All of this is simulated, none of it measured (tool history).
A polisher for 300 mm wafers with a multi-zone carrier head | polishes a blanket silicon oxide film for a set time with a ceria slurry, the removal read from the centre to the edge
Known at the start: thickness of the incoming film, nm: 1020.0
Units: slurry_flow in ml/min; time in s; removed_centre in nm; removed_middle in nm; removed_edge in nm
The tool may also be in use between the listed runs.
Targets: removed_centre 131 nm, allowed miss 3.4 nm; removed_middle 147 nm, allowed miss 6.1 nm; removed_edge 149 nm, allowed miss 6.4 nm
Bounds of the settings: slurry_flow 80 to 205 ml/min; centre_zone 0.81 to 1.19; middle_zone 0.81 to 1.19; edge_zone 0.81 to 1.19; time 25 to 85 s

run 1 day=0 | slurry_flow=135 centre_zone=1 middle_zone=1 edge_zone=1 time=55 | removed_centre=155.42 removed_middle=157.41 removed_edge=157.08
run 2 day=0.183 | slurry_flow=155 centre_zone=1 middle_zone=1 edge_zone=1 time=55 | removed_centre=160.92 removed_middle=161.89 removed_edge=158.65
run 3 day=0.446 | slurry_flow=145 centre_zone=0.98 middle_zone=1 edge_zone=0.99 time=55 | removed_centre=157.14 removed_middle=155.86 removed_edge=159.38
run 4 day=0.729 | slurry_flow=135 centre_zone=0.97 middle_zone=1.02 edge_zone=0.99 time=54 | removed_centre=149.41 removed_middle=154.66 removed_edge=153.6
run 5 day=0.917 | slurry_flow=125 centre_zone=0.95 middle_zone=1.03 edge_zone=0.99 time=54 | removed_centre=142.32 removed_middle=150.93 removed_edge=153.37
-- day=1.046 slurry nozzle cleaned
run 6 day=1.046 | slurry_flow=125 centre_zone=0.95 middle_zone=1.03 edge_zone=0.95 time=54 | removed_centre=155.28 removed_middle=165.72 removed_edge=152.86
run 7 day=1.283 | slurry_flow=120 centre_zone=0.93 middle_zone=1.02 edge_zone=0.95 time=54 | removed_centre=150.96 removed_middle=163.57 removed_edge=152.75
run 8 day=1.442 | slurry_flow=115 centre_zone=0.92 middle_zone=1.02 edge_zone=0.96 time=54 | removed_centre=145.68 removed_middle=160.9 removed_edge=159.14
run 9 day=1.633 | slurry_flow=85 centre_zone=0.89 middle_zone=0.99 edge_zone=0.89 time=52 | removed_centre=125.81 removed_middle=138.25 removed_edge=136.37

5 next moves are on the table. One of them brings every result within its allowed miss. Which?
run A day=1.825 | slurry_flow=80 centre_zone=0.84 middle_zone=1.1 edge_zone=0.87 time=53 | removed_centre=? removed_middle=? removed_edge=?
run B day=1.825 | slurry_flow=85 centre_zone=0.86 middle_zone=0.86 edge_zone=1.01 time=55 | removed_centre=? removed_middle=? removed_edge=?
run C day=1.825 | slurry_flow=80 centre_zone=0.87 middle_zone=1 edge_zone=0.86 time=52 | removed_centre=? removed_middle=? removed_edge=?
run D day=1.825 | slurry_flow=100 centre_zone=0.9 middle_zone=0.94 edge_zone=0.88 time=48 | removed_centre=? removed_middle=? removed_edge=?
run E day=1.825 | slurry_flow=95 centre_zone=0.87 middle_zone=0.99 edge_zone=0.97 time=53 | removed_centre=? removed_middle=? removed_edge=?

move=A removed_centre=119.04 removed_middle=155.93 removed_edge=138.39
move=B removed_centre=128.38 removed_middle=133.67 removed_edge=156.13
move=C removed_centre=120.54 removed_middle=141.06 removed_edge=135.25
move=D removed_centre=122.41 removed_middle=130.71 removed_edge=131.06
move=E removed_centre=129.23 removed_middle=148.92 removed_edge=150.07
A: further off than the last run
B: takes the result that was furthest off past its target
C: further off than the last run
D: further off than the last run
E: meets every target
The right move is E.
